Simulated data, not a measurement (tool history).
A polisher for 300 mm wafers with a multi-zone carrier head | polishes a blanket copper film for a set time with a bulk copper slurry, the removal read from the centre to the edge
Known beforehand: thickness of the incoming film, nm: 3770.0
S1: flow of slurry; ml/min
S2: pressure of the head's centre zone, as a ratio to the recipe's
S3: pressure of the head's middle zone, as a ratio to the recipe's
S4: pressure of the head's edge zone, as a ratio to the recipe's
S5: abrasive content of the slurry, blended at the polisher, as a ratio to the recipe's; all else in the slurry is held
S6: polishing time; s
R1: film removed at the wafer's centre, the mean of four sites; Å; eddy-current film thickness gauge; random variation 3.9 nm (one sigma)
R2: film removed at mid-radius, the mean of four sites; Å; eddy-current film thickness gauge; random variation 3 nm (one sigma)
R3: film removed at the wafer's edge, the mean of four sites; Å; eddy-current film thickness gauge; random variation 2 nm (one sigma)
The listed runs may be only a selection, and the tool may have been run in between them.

run 1 hour=0 | S1=285 S2=1 S3=1 S4=1 S5=1 S6=40 | R1=5527.2 R2=4819 R3=4817.6
run 2 hour=8 | S1=270 S2=0.98 S3=0.94 S4=1 S5=0.85 S6=37 | R1=4844 R2=4068.6 R3=4366.3
run 3 hour=11.5 | S1=270 S2=1.03 S3=0.94 S4=1 S5=0.85 S6=37 | R1=4939.8 R2=4092.2 R3=4355.7
run 4 hour=18.5 | S1=270 S2=1.1 S3=0.94 S4=1 S5=0.85 S6=37 | R1=5289 R2=4167.4 R3=4331.5
run 5 hour=20.3 | S1=270 S2=1.1 S3=0.94 S4=1.07 S5=0.85 S6=37 | R1=5303.6 R2=4116 R3=4527.6
run 6 hour=23.8 | S1=270 S2=1.02 S3=0.94 S4=1.07 S5=0.85 S6=37 | R1=4953.7 R2=4065.5 R3=4499.3
run 7 hour=32.4 | S1=265 S2=1.01 S3=0.91 S4=1.05 S5=0.75 S6=34 | R1=4413.1 R2=3661 R3=4004.6
run 8 hour=41.2 | S1=250 S2=1.02 S3=0.88 S4=1.07 S5=0.7 S6=32 | R1=4170.4 R2=3312.7 R3=3722.1

Predict the results of run 9:
run 9 hour=46.3 | S1=235 S2=1.01 S3=0.86 S4=1.09 S5=0.65 S6=31 | R1=? R2=? R3=?

R1: 3922.4 Å
R2: 3093.2 Å
R3: 3625.4 Å

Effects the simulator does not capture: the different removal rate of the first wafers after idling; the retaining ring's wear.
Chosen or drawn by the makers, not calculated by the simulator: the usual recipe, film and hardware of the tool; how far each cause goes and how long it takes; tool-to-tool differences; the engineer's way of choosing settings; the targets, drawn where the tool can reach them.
